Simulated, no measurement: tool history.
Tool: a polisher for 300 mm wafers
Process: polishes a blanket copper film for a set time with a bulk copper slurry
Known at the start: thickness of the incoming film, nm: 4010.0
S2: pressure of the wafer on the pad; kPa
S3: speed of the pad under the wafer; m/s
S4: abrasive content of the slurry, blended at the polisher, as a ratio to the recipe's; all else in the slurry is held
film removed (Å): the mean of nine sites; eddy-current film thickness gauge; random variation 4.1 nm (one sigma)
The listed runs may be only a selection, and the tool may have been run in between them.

{"run": 1, "hour": 0.0, "flow of slurry (ml/min)": 145, "S2": 13.1, "S3": 0.86, "S4": 1.0, "polishing time (s)": 89, "film removed (Å)": 5927.2}
{"run": 2, "hour": 4.9, "flow of slurry (ml/min)": 145, "S2": 13.1, "S3": 0.86, "S4": 1.0, "polishing time (s)": 93, "film removed (Å)": 6092.6}
{"run": 3, "hour": 6.9, "flow of slurry (ml/min)": 145, "S2": 10.3, "S3": 0.86, "S4": 1.0, "polishing time (s)": 93, "film removed (Å)": 4860.3}
{"run": 4, "hour": 14.8, "flow of slurry (ml/min)": 155, "S2": 11.0, "S3": 0.86, "S4": 1.0, "polishing time (s)": 93, "film removed (Å)": 5281.0}
{"run": 5, "hour": 21.0, "flow of slurry (ml/min)": 155, "S2": 9.7, "S3": 0.86, "S4": 1.0, "polishing time (s)": 93, "film removed (Å)": 4629.0}
{"run": 6, "hour": 29.2, "flow of slurry (ml/min)": 160, "S2": 10.3, "S3": 0.86, "S4": 1.0, "polishing time (s)": 93, "film removed (Å)": 4965.5}
{"run": 7, "hour": 33.8, "flow of slurry (ml/min)": 165, "S2": 11.0, "S3": 0.86, "S4": 1.0, "polishing time (s)": 93, "film removed (Å)": 5239.0}
{"run": 8, "hour": 42.4, "flow of slurry (ml/min)": 165, "S2": 11.7, "S3": 0.86, "S4": 1.0, "polishing time (s)": 93, "film removed (Å)": 5633.3}
{"run": 9, "hour": 47.4, "flow of slurry (ml/min)": 170, "S2": 11.7, "S3": 0.86, "S4": 1.0, "polishing time (s)": 93, "film removed (Å)": 5658.3}
{"run": 10, "hour": 55.9, "flow of slurry (ml/min)": 175, "S2": 11.7, "S3": 0.86, "S4": 1.0, "polishing time (s)": 93, "film removed (Å)": 5622.7}

Run 11, settings as shown, results not yet in. Your forecast:
{"run": 11, "hour": 60.6, "flow of slurry (ml/min)": 180, "S2": 12.4, "S3": 0.86, "S4": 1.0, "polishing time (s)": 93, "film removed (Å)": "?"}

film removed (Å): 6009.9
